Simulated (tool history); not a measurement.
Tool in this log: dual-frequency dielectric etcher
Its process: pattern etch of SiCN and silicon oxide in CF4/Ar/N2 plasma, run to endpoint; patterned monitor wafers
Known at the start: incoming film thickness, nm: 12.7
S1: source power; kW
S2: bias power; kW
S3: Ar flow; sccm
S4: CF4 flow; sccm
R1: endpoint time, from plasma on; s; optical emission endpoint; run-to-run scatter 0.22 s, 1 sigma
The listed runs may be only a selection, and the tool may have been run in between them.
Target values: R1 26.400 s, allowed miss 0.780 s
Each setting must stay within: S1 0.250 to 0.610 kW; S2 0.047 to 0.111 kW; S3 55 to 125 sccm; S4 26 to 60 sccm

Run 1, hour 0.0: S1 0.430 kW, S2 0.079 kW, S3 90 sccm, S4 43 sccm. Result: R1 16.475 s.
Run 2, hour 0.8: S1 0.410 kW, S2 0.077 kW, S3 91 sccm, S4 43 sccm. Result: R1 17.633 s.
Run 3, hour 2.0: S1 0.410 kW, S2 0.077 kW, S3 91 sccm, S4 50 sccm. Result: R1 17.108 s.
Run 4, hour 4.3: S1 0.410 kW, S2 0.077 kW, S3 91 sccm, S4 45 sccm. Result: R1 17.195 s.
Run 5, hour 11.7: S1 0.410 kW, S2 0.077 kW, S3 91 sccm, S4 40 sccm. Result: R1 17.940 s.
Run 6, hour 13.5: S1 0.390 kW, S2 0.076 kW, S3 91 sccm, S4 40 sccm. Result: R1 18.704 s.
Run 7, hour 17.1: S1 0.390 kW, S2 0.076 kW, S3 91 sccm, S4 40 sccm. Result: R1 18.823 s.
Run 8, hour 25.5: S1 0.380 kW, S2 0.076 kW, S3 91 sccm, S4 40 sccm. Result: R1 18.852 s.
Run 9, hour 32.1: S1 0.370 kW, S2 0.074 kW, S3 92 sccm, S4 40 sccm. Result: R1 19.624 s.

Of the 4 settings listed for the next run, only one would bring every result within its allowed miss of target. Which one?
Run A, hour 38.7: S1 0.250 kW, S2 0.063 kW, S3 111 sccm, S4 30 sccm. Result: R1 ?.
Run B, hour 38.7: S1 0.320 kW, S2 0.066 kW, S3 98 sccm, S4 43 sccm. Result: R1 ?.
Run C, hour 38.7: S1 0.280 kW, S2 0.059 kW, S3 76 sccm, S4 41 sccm. Result: R1 ?.
Run D, hour 38.7: S1 0.480 kW, S2 0.081 kW, S3 82 sccm, S4 50 sccm. Result: R1 ?.

move      R1
   A  30.923
   B  23.373
   C  26.620
   D  14.921
A: pushes the last run's worst result past its target
B: moves toward the targets from the last run without getting all of them in spec
C: hits every target within its allowed miss
D: lands further from the targets than the last run did
The right move is C.
